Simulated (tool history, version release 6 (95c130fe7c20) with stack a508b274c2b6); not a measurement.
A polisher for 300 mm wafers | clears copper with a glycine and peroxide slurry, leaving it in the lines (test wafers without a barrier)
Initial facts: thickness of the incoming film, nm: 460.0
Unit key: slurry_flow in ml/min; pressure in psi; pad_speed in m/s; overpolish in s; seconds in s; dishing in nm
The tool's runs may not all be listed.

run 1 hour=0 | slurry_flow=175 pressure=2.9 pad_speed=0.88 overpolish=8 | seconds=76.571 dishing=39.145
run 2 hour=0.8 | slurry_flow=175 pressure=2.6 pad_speed=0.86 overpolish=9 | seconds=82.668 dishing=38.324
run 3 hour=8.2 | slurry_flow=175 pressure=2.9 pad_speed=0.86 overpolish=9 | seconds=73.776 dishing=41.919
run 4 hour=12.7 | slurry_flow=175 pressure=3.3 pad_speed=0.86 overpolish=9 | seconds=67.22 dishing=45.743
run 5 hour=19.9 | slurry_flow=170 pressure=2.8 pad_speed=0.86 overpolish=10 | seconds=76.837 dishing=45.477
run 6 hour=24.6 | slurry_flow=130 pressure=2.8 pad_speed=0.86 overpolish=10 | seconds=80.784 dishing=44.181
-- hour=33.5 head pressure recalibrated
run 7 hour=33.5 | slurry_flow=130 pressure=2.5 pad_speed=0.86 overpolish=11 | seconds=92.282 dishing=42.937
run 8 hour=40 | slurry_flow=125 pressure=2.4 pad_speed=0.86 overpolish=11 | seconds=97.66 dishing=40.607

Expected results for the next run?
run 9 hour=48.6 | slurry_flow=120 pressure=2.3 pad_speed=0.86 overpolish=11 | seconds=? dishing=?

Run 9 came out at seconds 99.184 s, dishing 38.935 nm.
